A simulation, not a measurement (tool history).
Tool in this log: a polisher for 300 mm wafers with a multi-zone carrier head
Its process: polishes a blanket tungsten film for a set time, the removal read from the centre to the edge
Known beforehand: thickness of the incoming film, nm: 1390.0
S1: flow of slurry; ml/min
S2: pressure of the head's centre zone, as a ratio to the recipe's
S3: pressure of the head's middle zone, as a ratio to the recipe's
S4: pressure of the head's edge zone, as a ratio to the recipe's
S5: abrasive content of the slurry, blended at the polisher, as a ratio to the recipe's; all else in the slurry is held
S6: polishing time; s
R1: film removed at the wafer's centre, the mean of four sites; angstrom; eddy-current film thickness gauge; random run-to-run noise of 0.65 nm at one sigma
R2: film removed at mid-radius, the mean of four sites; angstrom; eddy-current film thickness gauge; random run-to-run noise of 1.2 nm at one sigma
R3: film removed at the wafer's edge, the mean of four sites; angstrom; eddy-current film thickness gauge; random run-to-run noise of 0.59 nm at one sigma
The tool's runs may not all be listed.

Run 1, hour 0: S1 305 ml/min, S2 1, S3 1, S4 1, S5 1, S6 65 s. Result: R1 1651.5 angstrom, R2 1629.9 angstrom, R3 1680 angstrom.
Run 2, hour 1.1: S1 295 ml/min, S2 0.95, S3 0.98, S4 0.95, S5 0.85, S6 57 s. Result: R1 1306.5 angstrom, R2 1329.6 angstrom, R3 1340.1 angstrom.
Run 3, hour 6.7: S1 295 ml/min, S2 0.95, S3 0.94, S4 0.95, S5 0.85, S6 57 s. Result: R1 1330.2 angstrom, R2 1295.9 angstrom, R3 1353.4 angstrom.
Run 4, hour 11.9: S1 295 ml/min, S2 0.95, S3 1, S4 0.95, S5 0.85, S6 57 s. Result: R1 1306.7 angstrom, R2 1314.8 angstrom, R3 1349.8 angstrom.
Run 5, hour 18.9: S1 280 ml/min, S2 0.9, S3 1, S4 0.91, S5 0.75, S6 54 s. Result: R1 1123.8 angstrom, R2 1223.5 angstrom, R3 1212.2 angstrom.
Run 6, hour 24: S1 270 ml/min, S2 0.87, S3 0.97, S4 0.88, S5 0.65, S6 51 s. Result: R1 959.79 angstrom, R2 1080.6 angstrom, R3 1068.3 angstrom.
Run 7, hour 32.1: S1 265 ml/min, S2 0.86, S3 0.94, S4 0.86, S5 0.6, S6 51 s. Result: R1 935.35 angstrom, R2 1017.1 angstrom, R3 1020 angstrom.
Run 8, hour 40.9: S1 255 ml/min, S2 0.84, S3 0.92, S4 0.84, S5 0.6, S6 51 s. Result: R1 899.88 angstrom, R2 1011.9 angstrom, R3 1004.1 angstrom.
Run 9, hour 46.7: S1 250 ml/min, S2 0.84, S3 0.9, S4 0.83, S5 0.55, S6 51 s. Result: R1 873.07 angstrom, R2 947.22 angstrom, R3 972.36 angstrom.
Run 10, hour 53.1: S1 240 ml/min, S2 0.84, S3 0.9, S4 0.82, S5 0.55, S6 51 s. Result: R1 873.27 angstrom, R2 939.84 angstrom, R3 971.25 angstrom.
Run 11, hour 56.5: S1 245 ml/min, S2 0.84, S3 0.9, S4 0.82, S5 0.55, S6 51 s. Result: R1 876.35 angstrom, R2 962.44 angstrom, R3 963.09 angstrom.

Estimate the outcome of run 12 from the log above:
Run 12, hour 58.9: S1 240 ml/min, S2 0.84, S3 0.89, S4 0.82, S5 0.55, S6 51 s. Result: R1 ?, R2 ?, R3 ?.

{"run 12": {"R1": 878.23, "R2": 943.7, "R3": 961.89}}

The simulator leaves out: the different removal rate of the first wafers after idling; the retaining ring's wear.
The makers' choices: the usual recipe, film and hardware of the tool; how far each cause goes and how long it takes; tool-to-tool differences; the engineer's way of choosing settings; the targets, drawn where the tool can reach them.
